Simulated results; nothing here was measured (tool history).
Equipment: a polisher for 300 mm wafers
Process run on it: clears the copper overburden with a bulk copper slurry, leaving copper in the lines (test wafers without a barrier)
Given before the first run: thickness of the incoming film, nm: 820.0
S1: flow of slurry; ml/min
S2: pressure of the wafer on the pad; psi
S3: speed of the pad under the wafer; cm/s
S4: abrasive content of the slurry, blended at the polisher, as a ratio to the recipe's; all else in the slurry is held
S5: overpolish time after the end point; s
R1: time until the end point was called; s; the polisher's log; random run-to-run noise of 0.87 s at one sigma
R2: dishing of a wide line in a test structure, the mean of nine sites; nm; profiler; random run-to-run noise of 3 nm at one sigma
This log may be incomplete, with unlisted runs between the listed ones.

run 1 hour=0 | S1=165 S2=3.5 S3=134 S4=1 S5=17 | R1=48.54 R2=126.95
run 2 hour=7.6 | S1=145 S2=3.5 S3=134 S4=1 S5=17 | R1=49.837 R2=119.1
run 3 hour=16.2 | S1=145 S2=3.5 S3=134 S4=1 S5=21 | R1=49.431 R2=134.9
run 4 hour=17.8 | S1=145 S2=2.9 S3=134 S4=1 S5=21 | R1=59.661 R2=117.06
run 5 hour=24.3 | S1=145 S2=2.9 S3=134 S4=1.1 S5=21 | R1=57.958 R2=119.81
run 6 hour=29.9 | S1=170 S2=2.9 S3=134 S4=1.1 S5=21 | R1=55.837 R2=123.71
run 7 hour=30.6 | S1=165 S2=2.7 S3=134 S4=1.1 S5=23 | R1=60.813 R2=120.62

The next listed run, before its measurement:
run 8 hour=36.6 | S1=165 S2=2.6 S3=134 S4=1.1 S5=24 | R1=? R2=?

R1: 64.485 s
R2: 118.52 nm
